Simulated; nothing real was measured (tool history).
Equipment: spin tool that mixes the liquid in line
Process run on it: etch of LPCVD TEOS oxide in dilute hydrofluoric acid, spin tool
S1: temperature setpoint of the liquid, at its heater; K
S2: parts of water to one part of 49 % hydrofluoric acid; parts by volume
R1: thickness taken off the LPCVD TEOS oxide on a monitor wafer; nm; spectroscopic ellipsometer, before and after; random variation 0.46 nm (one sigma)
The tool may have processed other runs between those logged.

run 1 hour=0 | S1=293.15 S2=50 time_under_the_liquid_(s)=60 | R1=47.805
run 2 hour=2.2 | S1=290.65 S2=50 time_under_the_liquid_(s)=60 | R1=42.479
run 3 hour=7.1 | S1=291.65 S2=50 time_under_the_liquid_(s)=60 | R1=44.09
run 4 hour=8.5 | S1=292.65 S2=50 time_under_the_liquid_(s)=60 | R1=46.502
run 5 hour=15.9 | S1=292.65 S2=65 time_under_the_liquid_(s)=60 | R1=34.901
run 6 hour=16.8 | S1=290.15 S2=65 time_under_the_liquid_(s)=60 | R1=31.689
run 7 hour=25.7 | S1=294.15 S2=45 time_under_the_liquid_(s)=60 | R1=55.02
-- hour=28.3 hydrofluoric acid flow meter replaced
run 8 hour=28.3 | S1=294.65 S2=45 time_under_the_liquid_(s)=60 | R1=60.576

Run 9 comes next. What will it give?
run 9 hour=33.9 | S1=295.65 S2=45 time_under_the_liquid_(s)=60 | R1=?

Logged for run 9: R1 62.796 nm.
